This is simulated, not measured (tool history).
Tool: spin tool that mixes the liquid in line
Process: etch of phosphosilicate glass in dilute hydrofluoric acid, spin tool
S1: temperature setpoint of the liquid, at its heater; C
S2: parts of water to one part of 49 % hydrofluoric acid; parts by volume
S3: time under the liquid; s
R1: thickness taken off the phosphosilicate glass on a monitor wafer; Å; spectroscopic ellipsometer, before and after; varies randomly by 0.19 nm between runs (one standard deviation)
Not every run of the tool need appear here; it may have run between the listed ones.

{"run": 1, "hour": 0.0, "S1": 21.0, "S2": 155, "S3": 50, "R1": 285.26}
{"run": 2, "hour": 2.1, "S1": 22.5, "S2": 150, "S3": 50, "R1": 317.38}
{"run": 3, "hour": 6.6, "S1": 22.5, "S2": 120, "S3": 50, "R1": 410.39}
{"run": 4, "hour": 12.8, "S1": 22.5, "S2": 85, "S3": 50, "R1": 600.65}
{"hour": 13.7, "done": "thermometer replaced"}
{"run": 5, "hour": 13.7, "S1": 22.5, "S2": 85, "S3": 50, "R1": 571.63}
{"run": 6, "hour": 22.1, "S1": 22.5, "S2": 60, "S3": 50, "R1": 839.78}
{"run": 7, "hour": 25.2, "S1": 21.5, "S2": 70, "S3": 50, "R1": 678.02}
{"run": 8, "hour": 31.2, "S1": 20.5, "S2": 75, "S3": 50, "R1": 602.64}
{"run": 9, "hour": 37.7, "S1": 20.0, "S2": 80, "S3": 50, "R1": 547.76}
{"run": 10, "hour": 39.2, "S1": 19.5, "S2": 80, "S3": 50, "R1": 540.6}
{"run": 11, "hour": 43.3, "S1": 17.0, "S2": 105, "S3": 50, "R1": 361.1}

Run 12, settings as shown, results not yet in. Your forecast:
{"run": 12, "hour": 47.2, "S1": 20.0, "S2": 105, "S3": 50, "R1": "?"}

R1: 405.77 Å

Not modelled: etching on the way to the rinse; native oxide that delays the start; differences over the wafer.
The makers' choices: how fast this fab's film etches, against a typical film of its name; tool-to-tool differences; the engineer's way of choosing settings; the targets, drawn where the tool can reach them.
